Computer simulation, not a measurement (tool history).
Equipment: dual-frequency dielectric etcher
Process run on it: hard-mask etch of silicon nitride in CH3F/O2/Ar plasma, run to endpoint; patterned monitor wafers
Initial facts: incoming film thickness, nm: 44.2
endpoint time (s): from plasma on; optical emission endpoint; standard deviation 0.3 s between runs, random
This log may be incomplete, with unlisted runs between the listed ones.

run	hour	source power (W)	bias power (W)	endpoint time (s)
1	0.0	480	100	57.378
2	5.4	510	102	55.301
3	8.9	530	103	54.688
4	12.5	480	103	56.626
5	15.3	560	103	52.732
6	20.0	480	103	56.475

For run 7, what comes out?
7	26.2	510	104	?

{"run 7": {"endpoint time (s)": 55.224}}
